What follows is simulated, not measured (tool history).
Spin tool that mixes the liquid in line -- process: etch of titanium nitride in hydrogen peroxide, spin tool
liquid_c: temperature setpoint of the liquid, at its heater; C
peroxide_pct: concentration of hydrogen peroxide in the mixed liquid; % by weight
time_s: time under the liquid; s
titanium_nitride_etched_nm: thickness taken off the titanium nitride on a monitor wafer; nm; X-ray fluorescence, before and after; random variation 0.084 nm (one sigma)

{"run": 1, "day": 0.0, "liquid_c": 52, "peroxide_pct": 23.5, "time_s": 185, "titanium_nitride_etched_nm": 20.192}
{"run": 2, "day": 0.225, "liquid_c": 52, "peroxide_pct": 23.5, "time_s": 185, "titanium_nitride_etched_nm": 19.771}
{"run": 3, "day": 0.504, "liquid_c": 52, "peroxide_pct": 23.5, "time_s": 195, "titanium_nitride_etched_nm": 21.171}
{"run": 4, "day": 0.754, "liquid_c": 52, "peroxide_pct": 25.0, "time_s": 195, "titanium_nitride_etched_nm": 21.555}
{"run": 5, "day": 1.042, "liquid_c": 52, "peroxide_pct": 25.0, "time_s": 195, "titanium_nitride_etched_nm": 21.462}
{"run": 6, "day": 1.088, "liquid_c": 52, "peroxide_pct": 22.0, "time_s": 195, "titanium_nitride_etched_nm": 20.891}

Predict the results of run 7:
{"run": 7, "day": 1.358, "liquid_c": 44, "peroxide_pct": 21.5, "time_s": 195, "titanium_nitride_etched_nm": "?"}

titanium_nitride_etched_nm: 11.531 nm

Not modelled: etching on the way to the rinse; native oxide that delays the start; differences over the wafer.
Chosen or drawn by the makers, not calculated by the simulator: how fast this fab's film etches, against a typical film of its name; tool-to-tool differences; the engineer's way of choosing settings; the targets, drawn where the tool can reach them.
